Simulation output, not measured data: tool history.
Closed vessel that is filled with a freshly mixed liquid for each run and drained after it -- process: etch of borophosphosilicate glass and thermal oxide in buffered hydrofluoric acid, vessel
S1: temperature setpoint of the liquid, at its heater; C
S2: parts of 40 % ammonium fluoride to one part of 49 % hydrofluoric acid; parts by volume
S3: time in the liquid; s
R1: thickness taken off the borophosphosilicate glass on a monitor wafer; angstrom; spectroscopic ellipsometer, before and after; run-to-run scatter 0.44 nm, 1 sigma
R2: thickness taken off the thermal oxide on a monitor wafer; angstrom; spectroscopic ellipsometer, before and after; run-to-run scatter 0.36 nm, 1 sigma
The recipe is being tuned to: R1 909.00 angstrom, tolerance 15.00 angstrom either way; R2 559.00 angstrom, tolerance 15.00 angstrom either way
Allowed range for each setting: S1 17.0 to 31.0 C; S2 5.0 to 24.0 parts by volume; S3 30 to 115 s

run 1 hour=0.0 | S1=23.0 S2=14.5 S3=60 | R1=727.85 R2=445.15
run 2 hour=2.2 | S1=24.5 S2=14.5 S3=60 | R1=796.18 R2=481.37
run 3 hour=9.4 | S1=21.5 S2=14.5 S3=60 | R1=667.81 R2=409.19
run 4 hour=18.2 | S1=25.0 S2=14.5 S3=60 | R1=810.93 R2=499.71
run 5 hour=18.9 | S1=28.0 S2=14.5 S3=60 | R1=949.09 R2=588.09
run 6 hour=26.6 | S1=28.0 S2=11.5 S3=60 | R1=1182.00 R2=733.33
run 7 hour=30.8 | S1=27.0 S2=11.5 S3=60 | R1=1137.10 R2=688.45
run 8 hour=35.7 | S1=24.0 S2=13.0 S3=60 | R1=859.60 R2=527.42

Which one of the following 5 next-run settings gets every result inside its allowed miss? There is exactly one.
run A hour=40.6 | S1=21.0 S2=13.0 S3=75 | R1=? R2=?
run B hour=40.6 | S1=17.0 S2=15.5 S3=100 | R1=? R2=?
run C hour=40.6 | S1=17.0 S2=16.5 S3=115 | R1=? R2=?
run D hour=40.6 | S1=31.0 S2=10.0 S3=30 | R1=? R2=?
run E hour=40.6 | S1=17.0 S2=12.5 S3=95 | R1=? R2=?

move=A R1=906.70 R2=549.24
move=B R1=813.00 R2=491.59
move=C R1=878.80 R2=531.54
move=D R1=799.56 R2=486.24
move=E R1=955.35 R2=576.93
A: hits every target within its allowed miss
B: lands further from the targets than the last run did
C: closer than the last run, but not yet in spec
D: lands further from the targets than the last run did
E: moves the result that the last run missed by most past its target, out the other side
Correct choice: A, which meets every target
